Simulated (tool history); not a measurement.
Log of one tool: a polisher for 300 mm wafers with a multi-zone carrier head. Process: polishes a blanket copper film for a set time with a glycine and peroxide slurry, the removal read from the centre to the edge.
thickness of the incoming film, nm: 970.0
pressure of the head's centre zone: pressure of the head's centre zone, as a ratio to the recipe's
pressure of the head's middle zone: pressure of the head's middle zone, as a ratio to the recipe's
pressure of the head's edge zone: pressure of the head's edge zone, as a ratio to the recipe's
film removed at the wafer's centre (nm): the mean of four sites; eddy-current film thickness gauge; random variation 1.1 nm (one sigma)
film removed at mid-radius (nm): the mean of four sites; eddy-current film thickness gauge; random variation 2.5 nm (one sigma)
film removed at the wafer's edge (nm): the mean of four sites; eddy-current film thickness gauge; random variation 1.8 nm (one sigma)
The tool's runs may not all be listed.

run,hour,flow of slurry (ml/min),pressure of the head's centre zone,pressure of the head's middle zone,pressure of the head's edge zone,polishing time (s),film removed at the wafer's centre (nm),film removed at mid-radius (nm),film removed at the wafer's edge (nm)
1,0.0,205,1.00,1.00,1.00,32,257.12,261.02,262.40
2,0.8,205,1.00,1.00,1.04,32,259.73,257.23,272.24
3,4.5,205,0.99,0.99,1.00,29,232.85,236.09,240.30
4,12.7,205,0.99,0.99,1.00,24,192.35,187.81,196.52
# hour 18.9: slurry nozzle cleaned
5,18.9,205,0.98,1.00,0.97,23,189.59,187.61,190.59
6,21.6,200,0.97,1.01,0.94,22,179.61,183.41,182.30
7,23.1,200,0.97,1.02,0.92,21,172.04,180.17,167.41
8,30.1,195,0.96,1.02,0.90,21,168.32,173.04,169.93
9,31.4,190,0.96,1.03,0.89,21,170.15,179.59,167.94
10,36.2,165,0.93,1.01,0.81,19,147.54,150.19,143.59
11,39.3,175,0.93,1.02,0.81,19,147.17,158.77,144.29
12,41.1,180,0.93,1.02,0.81,19,147.46,156.54,146.88
13,45.4,185,0.94,1.03,0.81,19,148.72,157.91,149.07
14,49.9,210,1.01,1.13,0.81,18,153.01,163.82,140.99
15,52.6,215,1.01,1.13,0.82,18,153.87,172.00,141.80

Forecast run 16:
16,54.6,215,1.01,1.12,0.83,18,?,?,?

film removed at the wafer's centre (nm): 153.74
film removed at mid-radius (nm): 163.30
film removed at the wafer's edge (nm): 141.51
